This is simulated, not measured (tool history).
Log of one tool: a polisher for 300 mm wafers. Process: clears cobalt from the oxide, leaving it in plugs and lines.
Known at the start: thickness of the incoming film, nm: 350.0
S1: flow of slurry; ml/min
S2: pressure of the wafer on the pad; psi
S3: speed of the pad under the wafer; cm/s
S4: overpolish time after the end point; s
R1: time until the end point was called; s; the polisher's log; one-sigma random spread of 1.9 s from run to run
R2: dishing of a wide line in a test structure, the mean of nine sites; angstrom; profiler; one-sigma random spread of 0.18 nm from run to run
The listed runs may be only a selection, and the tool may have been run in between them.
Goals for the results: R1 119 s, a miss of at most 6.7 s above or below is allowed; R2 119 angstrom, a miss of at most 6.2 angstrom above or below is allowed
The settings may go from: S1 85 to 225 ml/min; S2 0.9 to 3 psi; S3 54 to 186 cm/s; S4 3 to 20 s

run,day,S1,S2,S3,S4,R1,R2
1,0,145,1.9,118,10,67.378,291.65
2,0.238,145,1.9,118,11,65.722,302.83
3,0.308,145,2.4,118,11,53.578,337
4,0.55,135,2.3,104,9,63.87,281.46
5,0.921,135,2.3,104,11,63.955,310.58
6,1.096,135,2.6,104,11,57.396,329.29
7,1.321,155,2.2,96,9,71.433,263.63
8,1.488,170,2,88,8,84.252,225.73
9,1.762,210,1.4,92,3,109.38,82.873
10,2.129,170,1.5,86,4,109.48,103.83
11,2.412,170,1.5,84,4,115.56,101.26
12,2.512,170,1.5,84,4,114.21,103.33
13,2.596,165,1.5,82,4,114.66,99.661
14,2.692,165,1.5,80,4,118.84,97.821
15,3.021,165,1.5,78,4,123.26,94.703

Exactly one of the 5 candidate moves below puts every result within its allowed miss. Which one?
A,3.35,160,1.7,76,3,?,?
B,3.35,175,1.3,100,3,?,?
C,3.35,155,1.5,86,3,?,?
D,3.35,155,1.9,66,5,?,?
E,3.35,185,1.5,70,3,?,?

move,R1,R2
A,111.8,80.989
B,109.63,82.422
C,112.68,80.425
D,115.42,122.69
E,133.39,69.084
A: lands further from the targets than the last run did
B: lands further from the targets than the last run did
C: lands further from the targets than the last run did
D: each result inside its tolerance
E: lands further from the targets than the last run did
D is the move that brings every result within its allowed miss.

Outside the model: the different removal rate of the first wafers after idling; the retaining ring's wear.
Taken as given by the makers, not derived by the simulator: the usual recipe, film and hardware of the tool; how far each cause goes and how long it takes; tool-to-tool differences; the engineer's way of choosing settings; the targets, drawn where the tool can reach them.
